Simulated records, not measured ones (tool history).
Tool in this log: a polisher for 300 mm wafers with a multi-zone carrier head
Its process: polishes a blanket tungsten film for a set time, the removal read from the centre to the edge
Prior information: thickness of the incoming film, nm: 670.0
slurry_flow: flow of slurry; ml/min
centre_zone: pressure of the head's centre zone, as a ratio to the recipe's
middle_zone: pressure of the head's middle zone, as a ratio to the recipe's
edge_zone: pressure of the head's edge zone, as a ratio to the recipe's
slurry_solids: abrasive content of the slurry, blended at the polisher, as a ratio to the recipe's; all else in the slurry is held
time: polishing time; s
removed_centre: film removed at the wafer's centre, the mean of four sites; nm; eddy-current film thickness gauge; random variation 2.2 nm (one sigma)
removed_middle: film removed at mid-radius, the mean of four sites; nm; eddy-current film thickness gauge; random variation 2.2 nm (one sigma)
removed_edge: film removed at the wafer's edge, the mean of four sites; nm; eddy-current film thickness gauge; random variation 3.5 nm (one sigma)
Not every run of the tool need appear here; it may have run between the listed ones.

run 1 day=0 | slurry_flow=170 centre_zone=1 middle_zone=1 edge_zone=1 slurry_solids=1 time=54 | removed_centre=218.6 removed_middle=218.13 removed_edge=215.8
run 2 day=0.375 | slurry_flow=175 centre_zone=1.01 middle_zone=1.02 edge_zone=1.01 slurry_solids=1.05 time=54 | removed_centre=224.54 removed_middle=222.12 removed_edge=224.78
run 3 day=0.5 | slurry_flow=175 centre_zone=1.01 middle_zone=1.06 edge_zone=1.01 slurry_solids=1.05 time=54 | removed_centre=226.08 removed_middle=232.1 removed_edge=218.85
run 4 day=0.8 | slurry_flow=180 centre_zone=1.02 middle_zone=1.07 edge_zone=1.02 slurry_solids=1.1 time=54 | removed_centre=233.87 removed_middle=238.61 removed_edge=222.84
run 5 day=0.958 | slurry_flow=185 centre_zone=1.03 middle_zone=1.08 edge_zone=1.03 slurry_solids=1.15 time=54 | removed_centre=239.65 removed_middle=246.54 removed_edge=228.54
run 6 day=1.283 | slurry_flow=185 centre_zone=1.03 middle_zone=1.08 edge_zone=1.03 slurry_solids=1.05 time=54 | removed_centre=233.63 removed_middle=236.22 removed_edge=218.15
run 7 day=1.454 | slurry_flow=190 centre_zone=1.04 middle_zone=1.09 edge_zone=1.04 slurry_solids=1.1 time=54 | removed_centre=237.55 removed_middle=243.78 removed_edge=228.39
run 8 day=1.825 | slurry_flow=195 centre_zone=1.05 middle_zone=1.1 edge_zone=1.04 slurry_solids=1.15 time=54 | removed_centre=244.1 removed_middle=250.33 removed_edge=232.91
run 9 day=1.846 | slurry_flow=200 centre_zone=1.06 middle_zone=1.11 edge_zone=1.04 slurry_solids=1.2 time=54 | removed_centre=252.71 removed_middle=254.73 removed_edge=234.67
run 10 day=1.917 | slurry_flow=205 centre_zone=1.07 middle_zone=1.12 edge_zone=1.04 slurry_solids=1.25 time=54 | removed_centre=257.08 removed_middle=265.3 removed_edge=238.53
run 11 day=1.942 | slurry_flow=210 centre_zone=1.08 middle_zone=1.13 edge_zone=1.05 slurry_solids=1.3 time=54 | removed_centre=263.45 removed_middle=266.78 removed_edge=248.85

Run 12 comes next. What will it give?
run 12 day=2.267 | slurry_flow=210 centre_zone=1.08 middle_zone=1.13 edge_zone=1.05 slurry_solids=1.3 time=54 | removed_centre=? removed_middle=? removed_edge=?

removed_centre: 263.52 nm
removed_middle: 266.98 nm
removed_edge: 248.99 nm

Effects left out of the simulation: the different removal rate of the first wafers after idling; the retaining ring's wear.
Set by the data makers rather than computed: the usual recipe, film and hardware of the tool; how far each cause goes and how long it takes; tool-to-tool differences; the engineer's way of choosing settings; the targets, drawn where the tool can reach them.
